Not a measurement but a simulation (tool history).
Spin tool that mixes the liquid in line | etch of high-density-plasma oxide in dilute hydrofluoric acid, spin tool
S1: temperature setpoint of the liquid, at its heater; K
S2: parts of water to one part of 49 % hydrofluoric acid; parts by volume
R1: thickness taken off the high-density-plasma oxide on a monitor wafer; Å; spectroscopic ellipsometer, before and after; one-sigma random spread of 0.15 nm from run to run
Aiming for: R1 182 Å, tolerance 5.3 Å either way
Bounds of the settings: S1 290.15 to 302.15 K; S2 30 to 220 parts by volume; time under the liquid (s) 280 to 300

{"run": 1, "hour": 0.0, "S1": 294.15, "S2": 125, "time under the liquid (s)": 280, "R1": 136.31}
{"run": 2, "hour": 3.7, "S1": 294.15, "S2": 105, "time under the liquid (s)": 280, "R1": 166.33}
{"run": 3, "hour": 12.4, "S1": 294.15, "S2": 65, "time under the liquid (s)": 280, "R1": 282.21}
{"run": 4, "hour": 20.6, "S1": 294.15, "S2": 50, "time under the liquid (s)": 280, "R1": 366.21}
{"run": 5, "hour": 28.9, "S1": 294.15, "S2": 50, "time under the liquid (s)": 300, "R1": 400.07}
{"run": 6, "hour": 37.5, "S1": 293.15, "S2": 60, "time under the liquid (s)": 300, "R1": 317.25}
{"run": 7, "hour": 42.6, "S1": 292.65, "S2": 65, "time under the liquid (s)": 300, "R1": 282.43}
{"run": 8, "hour": 47.4, "S1": 292.65, "S2": 65, "time under the liquid (s)": 300, "R1": 280.42}
{"run": 9, "hour": 54.1, "S1": 292.15, "S2": 70, "time under the liquid (s)": 300, "R1": 254.44}
{"run": 10, "hour": 62.4, "S1": 291.65, "S2": 75, "time under the liquid (s)": 300, "R1": 234.64}
{"run": 11, "hour": 68.0, "S1": 291.15, "S2": 75, "time under the liquid (s)": 300, "R1": 226.17}
{"run": 12, "hour": 76.4, "S1": 290.65, "S2": 80, "time under the liquid (s)": 300, "R1": 205.25}
{"run": 13, "hour": 82.8, "S1": 290.65, "S2": 80, "time under the liquid (s)": 300, "R1": 207.61}

Exactly one of the 4 candidate moves below puts every result within its allowed miss. Which one?
{"run": "A", "hour": 89.2, "S1": 290.15, "S2": 65, "time under the liquid (s)": 300, "R1": "?"}
{"run": "B", "hour": 89.2, "S1": 291.65, "S2": 70, "time under the liquid (s)": 300, "R1": "?"}
{"run": "C", "hour": 89.2, "S1": 291.65, "S2": 70, "time under the liquid (s)": 280, "R1": "?"}
{"run": "D", "hour": 89.2, "S1": 290.65, "S2": 85, "time under the liquid (s)": 280, "R1": "?"}

move=A R1=253.37
move=B R1=249.46
move=C R1=232.83
move=D R1=180.77
A: the biggest miss grows against the last run
B: the biggest miss grows against the last run
C: the biggest miss grows against the last run
D: in spec on every target
The right move is D.
